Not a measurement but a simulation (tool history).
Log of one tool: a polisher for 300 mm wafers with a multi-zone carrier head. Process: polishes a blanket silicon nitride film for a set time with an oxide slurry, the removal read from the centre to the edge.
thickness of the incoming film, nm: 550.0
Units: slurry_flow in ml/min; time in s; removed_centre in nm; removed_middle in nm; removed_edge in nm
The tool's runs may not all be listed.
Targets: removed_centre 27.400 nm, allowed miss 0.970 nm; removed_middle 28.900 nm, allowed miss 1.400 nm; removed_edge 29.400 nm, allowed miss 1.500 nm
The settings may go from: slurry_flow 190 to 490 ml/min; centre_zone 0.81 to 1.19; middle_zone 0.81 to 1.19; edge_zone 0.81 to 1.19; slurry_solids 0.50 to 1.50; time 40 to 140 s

| run | hour | slurry_flow | centre_zone | middle_zone | edge_zone | slurry_solids | time | removed_centre | removed_middle | removed_edge |
|---|---|---|---|---|---|---|---|---|---|---|
| 1 | 0.0 | 315 | 1.00 | 1.00 | 1.00 | 1.00 | 90 | 44.411 | 44.739 | 45.120 |
| 2 | 7.3 | 315 | 0.98 | 0.99 | 0.98 | 0.90 | 87 | 40.348 | 40.885 | 40.204 |
| 3 | 16.1 | 315 | 0.98 | 0.99 | 0.98 | 0.90 | 103 | 48.094 | 48.730 | 47.861 |
| 4 | 22.8 | 315 | 1.04 | 0.99 | 0.98 | 0.90 | 103 | 49.958 | 48.079 | 49.075 |
| 5 | 24.9 | 315 | 1.04 | 0.99 | 0.98 | 0.90 | 94 | 45.390 | 43.170 | 42.565 |
| 6 | 32.6 | 275 | 1.04 | 0.99 | 0.98 | 0.90 | 94 | 44.275 | 43.787 | 43.163 |
| 7 | 35.0 | 270 | 1.01 | 0.97 | 0.99 | 0.80 | 91 | 39.233 | 38.584 | 40.489 |
| 8 | 36.3 | 270 | 0.98 | 0.96 | 0.97 | 0.75 | 89 | 36.533 | 35.908 | 37.885 |
| 9 | 42.9 | 270 | 0.96 | 0.96 | 0.95 | 0.70 | 88 | 34.749 | 33.469 | 35.319 |
| 10 | 49.8 | 260 | 0.93 | 0.97 | 0.94 | 0.65 | 88 | 32.150 | 32.693 | 32.839 |
| 11 | 55.3 | 245 | 0.83 | 0.88 | 0.90 | 0.55 | 88 | 25.270 | 26.267 | 29.482 |

Which of these 4 next moves meets every target?
| A | 60.8 | 200 | 0.81 | 0.81 | 0.92 | 0.70 | 75 | ? | ? | ? |
| B | 60.8 | 285 | 0.94 | 0.81 | 0.95 | 0.50 | 87 | ? | ? | ? |
| C | 60.8 | 290 | 0.94 | 1.01 | 1.02 | 0.50 | 88 | ? | ? | ? |
| D | 60.8 | 275 | 0.87 | 0.82 | 0.96 | 0.75 | 70 | ? | ? | ? |

| move | removed_centre | removed_middle | removed_edge |
|---|---|---|---|
| A | 23.754 | 24.261 | 29.020 |
| B | 26.573 | 23.924 | 28.699 |
| C | 26.975 | 29.120 | 30.000 |
| D | 25.718 | 24.916 | 29.755 |
A: further off than the last run
B: brings the result that was furthest off to its target, and leaves another outside
C: meets every target
D: further off than the last run
The right move is C.
